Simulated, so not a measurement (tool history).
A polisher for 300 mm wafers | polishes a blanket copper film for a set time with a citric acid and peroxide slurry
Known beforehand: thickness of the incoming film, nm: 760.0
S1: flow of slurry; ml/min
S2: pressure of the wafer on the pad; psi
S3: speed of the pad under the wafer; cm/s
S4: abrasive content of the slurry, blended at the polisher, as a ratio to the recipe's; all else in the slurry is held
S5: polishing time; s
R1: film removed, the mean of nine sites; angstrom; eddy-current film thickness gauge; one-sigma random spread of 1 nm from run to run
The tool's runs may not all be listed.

run  hour   S1   S2  S3    S4  S5      R1
  1     0  285  4.2  84     1  49  1315.2
  2   3.5  285  3.9  84     1  49  1243.4
  3   6.2  285  3.9  84  0.85  49  1210.5
  4  10.1  285  3.9  84     1  49  1263.9
  5  16.9  285  3.9  84   0.8  49  1190.5
  6  24.9  285  3.9  84   0.8  49  1206.5
  7  28.8  285  3.7  84   0.8  49  1135.9
  8  37.4  285  3.6  84   0.8  49  1115.8

What does the tool deliver on the next run?
  9  45.3  285  3.2  84  0.8  49   ?

R1: 993.76 angstrom
